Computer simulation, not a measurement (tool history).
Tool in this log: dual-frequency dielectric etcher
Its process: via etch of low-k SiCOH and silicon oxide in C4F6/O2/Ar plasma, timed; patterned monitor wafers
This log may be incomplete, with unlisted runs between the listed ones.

run  hour  source power (W)  bias power (W)  etch time (s)  mean etch depth across the wafer (Å)
  1   0.0               480             145           30.0                                704.61
  2   5.9               480             160           30.0                                723.09
  3  13.6               480             147           30.0                                705.44
  4  15.3               480             157           30.0                                723.18
  5  22.5               430             157           30.0                                668.89
  6  25.4               410             155           30.0                                651.71
  7  32.8               390             154           30.0                                618.08
  8  35.6               380             153           30.0                                611.73
  9  41.5               370             152           30.0                                603.52
 10  46.7               310             144           29.5                                494.49
 11  48.7               320             144           29.5                                512.39

What will run 12 give?
 12  56.1               330             144           29.5                                     ?

mean etch depth across the wafer (Å): 525.87

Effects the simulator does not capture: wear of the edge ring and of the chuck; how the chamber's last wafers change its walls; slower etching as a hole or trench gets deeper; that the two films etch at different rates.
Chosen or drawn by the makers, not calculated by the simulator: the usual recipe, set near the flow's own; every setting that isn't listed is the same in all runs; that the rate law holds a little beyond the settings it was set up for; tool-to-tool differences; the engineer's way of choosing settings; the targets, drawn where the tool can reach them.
